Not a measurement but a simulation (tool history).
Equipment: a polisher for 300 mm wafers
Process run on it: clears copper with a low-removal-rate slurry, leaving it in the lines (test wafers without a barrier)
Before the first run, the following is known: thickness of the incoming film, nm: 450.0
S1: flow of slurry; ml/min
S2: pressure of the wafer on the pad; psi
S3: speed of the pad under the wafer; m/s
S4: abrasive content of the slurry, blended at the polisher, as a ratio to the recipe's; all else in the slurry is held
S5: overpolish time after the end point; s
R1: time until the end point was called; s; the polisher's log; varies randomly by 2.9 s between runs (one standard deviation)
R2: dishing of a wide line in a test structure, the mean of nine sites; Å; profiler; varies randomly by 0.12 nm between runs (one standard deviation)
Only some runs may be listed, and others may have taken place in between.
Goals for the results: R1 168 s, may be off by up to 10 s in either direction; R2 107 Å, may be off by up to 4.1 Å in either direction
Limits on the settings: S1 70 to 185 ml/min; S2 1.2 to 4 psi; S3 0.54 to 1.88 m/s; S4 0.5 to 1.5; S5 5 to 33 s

run    day   S1   S2    S3    S4  S5      R1      R2
  1      0  120  2.6   1.2     1  17  141.68  220.16
  2  0.217  125  2.2  1.24  1.05  13  165.01  185.77
  3  0.542  110  1.9  1.38   0.9  11  179.32  159.69
  4  0.625  100  1.7  1.54   0.8   9  187.62  132.78
  5  0.675  100    2  1.54   0.8   9  154.47  148.32
  6  1.004  100    2   1.7   0.8   9  142.72  159.14
  7  1.067   90  1.9  1.72   0.7   8  160.07  137.74
  8  1.221   70  1.7  1.88   0.5   5  176.89  87.368
  9  1.458   70  1.7  1.88   0.5   5  173.47   85.64
 10   1.55   80  1.7  1.86  0.55   5  174.47  89.569
 11  1.767   80  1.8   1.8   0.6   5  170.12  94.369
 12  1.983   85  1.8  1.78  0.65   5  162.72  92.697
 13  2.342   90  1.8  1.74  0.65   5  168.85  94.846
 14  2.496   90  1.8  1.74   0.7   5   165.8  96.969
 15  2.771   90  1.8  1.74   0.7   5  164.31  94.687
 16  2.892   90  1.8  1.74   0.7   5  165.37  92.562
 17  3.162   95  1.8  1.72   0.7   5  162.91  93.997
 18  3.333   90  1.8   1.7   0.7   5  166.22  93.545
 19  3.654   95  1.8   1.7   0.7   5  163.62  91.231
 20  3.962   90  1.8   1.7   0.7   5  163.76  93.516

Exactly one of the 5 candidate moves below puts every result within its allowed miss. Which one?
  A  4.271  115  1.5  1.72  0.75   6   ?   ?
  B  4.271   80  2.2  1.52   0.6   7   ?   ?
  C  4.271   95  1.5  1.74   0.6   7   ?   ?
  D  4.271   90  1.6  1.66   0.7   7   ?   ?
  E  4.271   70  1.7  1.88  0.95   6   ?   ?

move      R1      R2
   A  184.27  97.185
   B  162.44  121.97
   C  195.81  104.49
   D   192.1   106.3
   E  166.31  105.72
A: closer than the last run, but not yet in spec
B: carries the result that was furthest off beyond its target, to the other side
C: meets the target for the result that was furthest off, but another lies outside its allowed miss
D: meets the target for the result that was furthest off, but another lies outside its allowed miss
E: every result within its allowed miss
Correct choice: E, which meets every target
